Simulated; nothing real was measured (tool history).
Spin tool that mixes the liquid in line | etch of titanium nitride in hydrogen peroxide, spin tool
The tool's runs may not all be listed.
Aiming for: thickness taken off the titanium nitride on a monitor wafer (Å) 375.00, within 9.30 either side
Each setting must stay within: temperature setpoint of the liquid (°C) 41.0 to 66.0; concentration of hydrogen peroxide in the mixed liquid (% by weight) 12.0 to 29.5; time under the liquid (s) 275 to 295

run,day,temperature setpoint of the liquid (°C),concentration of hydrogen peroxide in the mixed liquid (% by weight),time under the liquid (s),thickness taken off the titanium nitride on a monitor wafer (Å)
1,0.000,57.0,20.0,275,210.39
2,0.354,59.5,20.0,275,251.24
3,0.388,59.5,20.0,275,251.78
4,0.467,61.5,20.0,275,284.16
5,0.696,63.0,20.0,275,315.63
6,0.762,63.0,20.0,295,341.48
7,0.921,63.5,20.0,295,348.82
8,1.208,64.0,20.0,295,363.20
9,1.446,64.0,20.0,295,359.56

Consider the 4 candidate settings below. Which is the only one whose results all fall within their allowed miss of target?
A,1.683,63.0,24.5,285,?
B,1.683,65.5,19.0,295,?
C,1.683,65.0,24.5,290,?
D,1.683,65.5,15.5,290,?

move,thickness taken off the titanium nitride on a monitor wafer (Å)
A,339.85
B,393.01
C,394.89
D,370.02
A: misses by more than the last run did
B: takes the result that was furthest off past its target
C: takes the result that was furthest off past its target
D: all results in spec
So the answer is move D, the one that meets all the targets.

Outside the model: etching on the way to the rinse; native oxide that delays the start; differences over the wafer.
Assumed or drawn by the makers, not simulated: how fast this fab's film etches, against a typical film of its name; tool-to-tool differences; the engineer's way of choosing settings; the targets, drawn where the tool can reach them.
